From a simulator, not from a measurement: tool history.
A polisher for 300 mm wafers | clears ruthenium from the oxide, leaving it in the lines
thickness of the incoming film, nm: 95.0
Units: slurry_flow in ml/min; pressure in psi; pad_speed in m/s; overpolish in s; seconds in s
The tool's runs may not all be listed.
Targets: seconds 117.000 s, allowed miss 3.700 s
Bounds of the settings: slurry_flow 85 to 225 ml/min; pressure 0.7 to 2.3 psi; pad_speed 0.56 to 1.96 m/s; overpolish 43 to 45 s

run 1 day=0.000 | slurry_flow=145 pressure=1.5 pad_speed=1.26 overpolish=43 | seconds=98.866
run 2 day=0.367 | slurry_flow=145 pressure=1.5 pad_speed=1.26 overpolish=43 | seconds=99.507
run 3 day=0.696 | slurry_flow=145 pressure=1.5 pad_speed=1.26 overpolish=43 | seconds=99.190
run 4 day=0.938 | slurry_flow=140 pressure=1.4 pad_speed=1.26 overpolish=43 | seconds=105.870
run 5 day=1.271 | slurry_flow=140 pressure=1.7 pad_speed=1.26 overpolish=43 | seconds=91.636
run 6 day=1.600 | slurry_flow=140 pressure=1.7 pad_speed=1.12 overpolish=43 | seconds=100.640
run 7 day=1.838 | slurry_flow=130 pressure=1.6 pad_speed=1.12 overpolish=43 | seconds=109.160
run 8 day=2.104 | slurry_flow=125 pressure=1.6 pad_speed=1.12 overpolish=43 | seconds=108.770

Which of these 5 next moves meets every target?
run A day=2.371 | slurry_flow=120 pressure=1.7 pad_speed=1.10 overpolish=45 | seconds=?
run B day=2.371 | slurry_flow=110 pressure=1.3 pad_speed=1.16 overpolish=45 | seconds=?
run C day=2.371 | slurry_flow=115 pressure=1.7 pad_speed=1.00 overpolish=45 | seconds=?
run D day=2.371 | slurry_flow=125 pressure=1.7 pad_speed=1.06 overpolish=43 | seconds=?
run E day=2.371 | slurry_flow=135 pressure=1.6 pad_speed=1.14 overpolish=43 | seconds=?

move=A seconds=107.250
move=B seconds=126.860
move=C seconds=116.730
move=D seconds=108.660
move=E seconds=104.630
A: further off than the last run
B: takes the result that was furthest off past its target
C: meets every target
D: as far off as the last run
E: further off than the last run
Move C is the one to make.

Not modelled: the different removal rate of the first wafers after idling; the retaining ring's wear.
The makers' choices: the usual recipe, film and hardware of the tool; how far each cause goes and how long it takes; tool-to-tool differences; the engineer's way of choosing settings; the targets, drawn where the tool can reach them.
